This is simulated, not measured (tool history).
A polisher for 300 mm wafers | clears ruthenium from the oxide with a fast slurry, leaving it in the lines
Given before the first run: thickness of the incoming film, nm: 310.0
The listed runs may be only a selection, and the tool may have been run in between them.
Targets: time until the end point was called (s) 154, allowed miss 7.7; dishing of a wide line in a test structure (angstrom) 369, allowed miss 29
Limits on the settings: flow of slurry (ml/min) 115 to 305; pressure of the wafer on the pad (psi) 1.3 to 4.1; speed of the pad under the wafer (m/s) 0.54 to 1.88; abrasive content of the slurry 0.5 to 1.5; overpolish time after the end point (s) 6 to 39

run    day  flow of slurry (ml/min)  pressure of the wafer on the pad (psi)  speed of the pad under the wafer (m/s)  abrasive content of the slurry  overpolish time after the end point (s)  time until the end point was called (s)  dishing of a wide line in a test structure (angstrom)
  1      0                      195                                     2.7                                     1.2                               1                                       20                                   77.841                                                  579.9
  2  0.046                      145                                     2.7                                     1.2                               1                                       20                                   81.401                                                 557.11
  3  0.333                      145                                     2.7                                    1.06                               1                                       20                                   93.084                                                 493.96
  4  0.592                      145                                     2.4                                    1.06                               1                                       20                                   102.07                                                 492.79
  5  0.771                      145                                     2.2                                    1.04                               1                                       19                                   107.85                                                 457.15
  6  0.954                      170                                     2.2                                    1.04                               1                                       19                                   105.29                                                 457.85
  7    1.3                      165                                       2                                    1.02                               1                                       19                                   114.06                                                 417.87
  8  1.567                      160                                     1.8                                       1                               1                                       20                                   123.29                                                 429.84
  9  1.867                      160                                     1.8                                       1                               1                                       20                                   123.56                                                 403.52

Which single option among these 5 for the next run brings every result within its allowed miss of target? Just one does.
  A  2.167                      165                                     1.4                                    0.96                            0.75                                       33                                        ?                                                      ?
  B  2.167                      130                                     1.8                                    0.72                            1.05                                       24                                        ?                                                      ?
  C  2.167                      150                                     1.8                                     0.7                               1                                       29                                        ?                                                      ?
  D  2.167                      115                                     2.2                                    0.76                            0.95                                       22                                        ?                                                      ?
  E  2.167                      115                                     1.5                                    0.86                            0.85                                       32                                        ?                                                      ?

move  time until the end point was called (s)  dishing of a wide line in a test structure (angstrom)
   A                                   162.36                                                 486.32
   B                                    167.8                                                 368.25
   C                                   171.55                                                 421.56
   D                                    152.5                                                 370.87
   E                                   175.44                                                 447.53
A: takes the result that was furthest off past its target
B: takes the result that was furthest off past its target
C: takes the result that was furthest off past its target
D: each result inside its tolerance
E: takes the result that was furthest off past its target
The move that meets every target is D.

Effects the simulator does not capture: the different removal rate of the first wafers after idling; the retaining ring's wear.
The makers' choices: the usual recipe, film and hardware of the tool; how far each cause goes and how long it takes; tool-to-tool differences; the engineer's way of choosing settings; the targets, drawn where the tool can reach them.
